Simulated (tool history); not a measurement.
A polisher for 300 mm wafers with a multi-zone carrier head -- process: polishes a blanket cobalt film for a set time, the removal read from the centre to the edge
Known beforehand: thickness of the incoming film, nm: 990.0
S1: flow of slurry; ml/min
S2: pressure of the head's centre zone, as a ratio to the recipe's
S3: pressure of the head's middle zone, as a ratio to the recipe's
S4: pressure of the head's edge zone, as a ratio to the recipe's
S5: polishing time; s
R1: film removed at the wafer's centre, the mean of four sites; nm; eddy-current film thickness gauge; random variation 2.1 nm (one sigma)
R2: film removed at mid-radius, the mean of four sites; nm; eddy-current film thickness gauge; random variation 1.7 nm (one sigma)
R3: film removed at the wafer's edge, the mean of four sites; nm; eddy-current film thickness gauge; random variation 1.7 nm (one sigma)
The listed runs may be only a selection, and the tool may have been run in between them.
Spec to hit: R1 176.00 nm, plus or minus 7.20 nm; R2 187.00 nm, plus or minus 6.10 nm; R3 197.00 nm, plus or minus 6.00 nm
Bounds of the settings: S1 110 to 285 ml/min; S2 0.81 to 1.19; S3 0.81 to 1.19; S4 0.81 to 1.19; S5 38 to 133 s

run	day	S1	S2	S3	S4	S5	R1	R2	R3
1	0.000	180	1.00	1.00	1.00	85	354.10	359.95	352.47
2	0.179	180	1.00	1.00	1.00	98	402.06	412.57	405.20
3	0.308	170	0.97	0.97	0.98	87	350.47	356.15	353.41
4	0.362	170	0.97	0.97	0.98	71	286.26	289.45	289.69
5	0.600	160	0.94	0.95	0.97	66	252.12	260.02	265.11
# day 0.633: edge zone pressure recalibrated
6	0.633	155	0.92	0.93	0.95	63	236.12	242.36	255.37
7	0.708	150	0.91	0.93	0.93	60	222.34	229.05	238.94
8	0.738	145	0.90	0.92	0.91	58	205.87	221.78	229.60
9	1.079	145	0.90	0.91	0.90	56	203.81	212.00	218.61
10	1.338	145	0.90	0.91	0.90	56	202.17	209.52	221.05
11	1.425	140	0.89	0.91	0.88	55	196.64	206.84	214.68
12	1.488	135	0.88	0.90	0.87	55	193.46	203.56	208.84
13	1.533	130	0.87	0.89	0.86	55	191.95	196.94	206.88
14	1.867	130	0.86	0.89	0.85	55	186.11	198.71	207.69
15	2.204	130	0.86	0.89	0.84	55	191.10	201.43	210.16
16	2.467	125	0.86	0.89	0.84	54	186.72	190.03	202.45
17	2.833	125	0.85	0.89	0.84	54	180.23	194.26	203.04

Which of these 5 next moves meets every target?
A	3.200	115	0.85	0.90	0.90	56	?	?	?
B	3.200	110	0.81	0.94	0.83	56	?	?	?
C	3.200	130	0.84	0.89	0.86	58	?	?	?
D	3.200	160	0.81	0.85	0.82	51	?	?	?
E	3.200	110	0.85	0.81	0.91	57	?	?	?

move	R1	R2	R3
A	185.59	200.65	211.93
B	176.67	205.35	202.51
C	197.37	212.46	219.73
D	177.53	188.20	195.30
E	186.15	185.46	215.24
A: the biggest miss grows against the last run
B: the biggest miss grows against the last run
C: the biggest miss grows against the last run
D: all results in spec
E: the worst result of the last run now meets its target, but another is out of spec
So the answer is move D, the one that meets all the targets.
